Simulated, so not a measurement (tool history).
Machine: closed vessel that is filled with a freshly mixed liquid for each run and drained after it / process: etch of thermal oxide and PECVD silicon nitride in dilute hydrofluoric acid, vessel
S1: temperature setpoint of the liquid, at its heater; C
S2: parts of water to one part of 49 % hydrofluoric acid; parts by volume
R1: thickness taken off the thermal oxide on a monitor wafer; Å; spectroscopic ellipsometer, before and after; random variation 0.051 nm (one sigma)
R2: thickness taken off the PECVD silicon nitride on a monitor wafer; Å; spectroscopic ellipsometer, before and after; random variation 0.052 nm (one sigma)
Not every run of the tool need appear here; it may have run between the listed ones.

Run 1, hour 0: S1 22 C, S2 170 parts by volume, time in the liquid (s) 970. Result: R1 221.43 Å, R2 156.45 Å.
Run 2, hour 8.4: S1 22.5 C, S2 195 parts by volume, time in the liquid (s) 1000. Result: R1 197.91 Å, R2 144.66 Å.
Run 3, hour 13.8: S1 22.5 C, S2 160 parts by volume, time in the liquid (s) 1000. Result: R1 248.68 Å, R2 176.22 Å.
Run 4, hour 21.7: S1 22.5 C, S2 110 parts by volume, time in the liquid (s) 1000. Result: R1 386.26 Å, R2 253.99 Å.
Run 5, hour 26.4: S1 19.5 C, S2 110 parts by volume, time in the liquid (s) 1000. Result: R1 338.98 Å, R2 208.63 Å.
Run 6, hour 33: S1 19.5 C, S2 60 parts by volume, time in the liquid (s) 1000. Result: R1 663.7 Å, R2 376.91 Å.
Run 7, hour 34.7: S1 21 C, S2 110 parts by volume, time in the liquid (s) 1020. Result: R1 371.12 Å, R2 233.95 Å.
Run 8, hour 37.6: S1 22 C, S2 150 parts by volume, time in the liquid (s) 1040. Result: R1 273.87 Å, R2 190.09 Å.
Run 9, hour 42.2: S1 22 C, S2 175 parts by volume, time in the liquid (s) 1075. Result: R1 237.57 Å, R2 166.82 Å.
Run 10, hour 50.2: S1 22.5 C, S2 195 parts by volume, time in the liquid (s) 1085. Result: R1 215.44 Å, R2 157.29 Å.
Run 11, hour 55.4: S1 22.5 C, S2 215 parts by volume, time in the liquid (s) 1095. Result: R1 192.48 Å, R2 144.23 Å.

What does the tool deliver on the next run?
Run 12, hour 60: S1 22.5 C, S2 230 parts by volume, time in the liquid (s) 1105. Result: R1 ?, R2 ?.

R1: 179.58 Å
R2: 136.22 Å
